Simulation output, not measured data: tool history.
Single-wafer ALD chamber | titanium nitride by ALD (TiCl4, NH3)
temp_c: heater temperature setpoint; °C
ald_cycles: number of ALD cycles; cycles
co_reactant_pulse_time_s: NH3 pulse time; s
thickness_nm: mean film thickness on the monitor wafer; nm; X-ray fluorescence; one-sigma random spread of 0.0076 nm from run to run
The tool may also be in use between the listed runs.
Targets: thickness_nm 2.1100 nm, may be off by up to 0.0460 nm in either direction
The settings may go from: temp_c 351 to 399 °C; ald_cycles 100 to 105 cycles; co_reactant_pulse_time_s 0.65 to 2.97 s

run   hour  temp_c  ald_cycles  co_reactant_pulse_time_s  thickness_nm
  1    0.0     375         105                      1.81        2.3655
  2    9.1     375         105                      1.45        2.3001
  3   11.2     374         104                      1.37        2.2794
  4   18.2     373         103                      1.28        2.2407
  5   25.7     369         103                      1.28        2.2145
  6   33.5     368         103                      1.25        2.2072
  7   42.8     361         100                      0.88        1.9815
  8   45.9     362         100                      0.88        1.9848
  9   50.8     369         105                      1.27        2.2530
      58.8  -- thermocouple changed; heater temperature recalibrated
 10   58.8     368         104                      1.27        2.2091
 11   65.1     367         104                      1.27        2.2276
 12   70.0     362         100                      0.69        1.8323
 13   70.9     362         101                      0.74        1.8934
 14   78.6     362         102                      0.78        1.9382
 15   82.8     362         102                      0.82        1.9867
 16   86.1     362         102                      0.84        1.9868
 17   90.3     362         102                      0.86        1.9860
 18   92.3     362         102                      0.88        2.0131
 19   93.9     362         102                      0.89        2.0140
 20   97.6     362         102                      0.90        2.0227
 21   99.1     362         102                      0.91        2.0077
 22  104.4     362         102                      0.93        2.0304
 23  108.7     366         105                      1.18        2.2121
 24  111.1     366         104                      1.18        2.1898
 25  113.3     364         100                      1.09        2.0577

Which of these 5 next moves meets every target?
  A  115.5     365         100                      0.94             ?
  B  115.5     365         103                      1.03             ?
  C  115.5     351         100                      1.14             ?
  D  115.5     359         101                      1.00             ?
  E  115.5     366         100                      0.81             ?

move  thickness_nm
   A        2.0101
   B        2.1053
   C        1.9849
   D        2.0109
   E        1.9546
A: the biggest miss grows against the last run
B: every result lands within tolerance
C: the biggest miss grows against the last run
D: the biggest miss grows against the last run
E: the biggest miss grows against the last run
The move that meets every target is B.
